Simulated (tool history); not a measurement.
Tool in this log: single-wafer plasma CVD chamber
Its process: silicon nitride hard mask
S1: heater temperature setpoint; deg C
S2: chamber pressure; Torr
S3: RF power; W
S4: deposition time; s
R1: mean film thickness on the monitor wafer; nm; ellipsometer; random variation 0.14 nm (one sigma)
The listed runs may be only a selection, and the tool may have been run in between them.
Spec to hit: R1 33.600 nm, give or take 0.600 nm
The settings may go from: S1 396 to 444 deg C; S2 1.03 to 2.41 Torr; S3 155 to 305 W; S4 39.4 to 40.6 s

run 1 day=0.000 | S1=420 S2=1.72 S3=230 S4=39.4 | R1=37.142
run 2 day=0.146 | S1=420 S2=1.72 S3=245 S4=39.4 | R1=38.274
run 3 day=0.392 | S1=420 S2=1.72 S3=245 S4=39.4 | R1=38.315
run 4 day=0.683 | S1=420 S2=1.62 S3=240 S4=39.4 | R1=37.149
run 5 day=0.871 | S1=429 S2=1.62 S3=240 S4=39.4 | R1=36.762
run 6 day=0.912 | S1=429 S2=1.87 S3=240 S4=39.4 | R1=38.180
run 7 day=1.192 | S1=429 S2=1.53 S3=225 S4=39.4 | R1=35.386
run 8 day=1.371 | S1=429 S2=1.48 S3=225 S4=39.4 | R1=35.238
-- day=1.592 RF generator calibrated
run 9 day=1.592 | S1=429 S2=1.48 S3=225 S4=39.4 | R1=36.545

Below are 5 possible settings for the next run. Only one of them brings all results inside the allowed miss of their targets. Which is it?
run A day=1.812 | S1=443 S2=1.53 S3=235 S4=40.1 | R1=?
run B day=1.812 | S1=423 S2=1.63 S3=230 S4=39.4 | R1=?
run C day=1.812 | S1=438 S2=1.33 S3=235 S4=40.3 | R1=?
run D day=1.812 | S1=427 S2=1.49 S3=235 S4=40.6 | R1=?
run E day=1.812 | S1=431 S2=1.34 S3=195 S4=40.2 | R1=?

move=A R1=37.825
move=B R1=37.503
move=C R1=37.010
move=D R1=38.336
move=E R1=33.264
A: further off than the last run
B: further off than the last run
C: further off than the last run
D: further off than the last run
E: every result within its allowed miss
Move E is the one to make.
